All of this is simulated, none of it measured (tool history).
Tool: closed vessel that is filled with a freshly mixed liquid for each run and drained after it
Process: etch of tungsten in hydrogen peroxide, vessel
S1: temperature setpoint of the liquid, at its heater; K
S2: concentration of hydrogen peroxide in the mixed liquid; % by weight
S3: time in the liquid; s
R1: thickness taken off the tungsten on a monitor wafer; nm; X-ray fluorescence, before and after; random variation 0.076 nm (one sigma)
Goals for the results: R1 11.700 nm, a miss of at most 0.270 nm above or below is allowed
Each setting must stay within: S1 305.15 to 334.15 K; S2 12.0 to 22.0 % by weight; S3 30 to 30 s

Run 1, hour 0.0: S1 318.15 K, S2 15.0 % by weight, S3 30 s. Result: R1 19.866 nm.
Run 2, hour 5.9: S1 324.15 K, S2 15.0 % by weight, S3 30 s. Result: R1 28.721 nm.
Run 3, hour 13.8: S1 324.15 K, S2 16.5 % by weight, S3 30 s. Result: R1 30.124 nm.
Run 4, hour 15.9: S1 324.15 K, S2 16.5 % by weight, S3 30 s. Result: R1 30.294 nm.
Run 5, hour 22.0: S1 319.65 K, S2 16.5 % by weight, S3 30 s. Result: R1 22.963 nm.
Run 6, hour 26.3: S1 326.15 K, S2 16.5 % by weight, S3 30 s. Result: R1 34.189 nm.
Run 7, hour 29.3: S1 321.15 K, S2 16.5 % by weight, S3 30 s. Result: R1 25.090 nm.
Run 8, hour 32.1: S1 317.65 K, S2 16.5 % by weight, S3 30 s. Result: R1 20.149 nm.
Run 9, hour 39.4: S1 315.15 K, S2 16.5 % by weight, S3 30 s. Result: R1 17.337 nm.
Run 10, hour 46.8: S1 313.15 K, S2 16.5 % by weight, S3 30 s. Result: R1 14.939 nm.
Run 11, hour 54.3: S1 312.15 K, S2 16.5 % by weight, S3 30 s. Result: R1 14.221 nm.

Pick the move, out of 5, that brings all results within their allowed miss; only one does.
Run A, hour 61.8: S1 315.65 K, S2 14.5 % by weight, S3 30 s. Result: R1 ?.
Run B, hour 61.8: S1 309.65 K, S2 18.0 % by weight, S3 30 s. Result: R1 ?.
Run C, hour 61.8: S1 311.15 K, S2 13.0 % by weight, S3 30 s. Result: R1 ?.
Run D, hour 61.8: S1 310.65 K, S2 16.5 % by weight, S3 30 s. Result: R1 ?.
Run E, hour 61.8: S1 314.65 K, S2 15.0 % by weight, S3 30 s. Result: R1 ?.

move      R1
   A  16.652
   B  12.539
   C  11.770
   D  12.829
   E  15.883
A: the biggest miss grows against the last run
B: gains on the last run, yet a result remains outside its allowed miss
C: every result within its allowed miss
D: gains on the last run, yet a result remains outside its allowed miss
E: the biggest miss grows against the last run
The right move is C.

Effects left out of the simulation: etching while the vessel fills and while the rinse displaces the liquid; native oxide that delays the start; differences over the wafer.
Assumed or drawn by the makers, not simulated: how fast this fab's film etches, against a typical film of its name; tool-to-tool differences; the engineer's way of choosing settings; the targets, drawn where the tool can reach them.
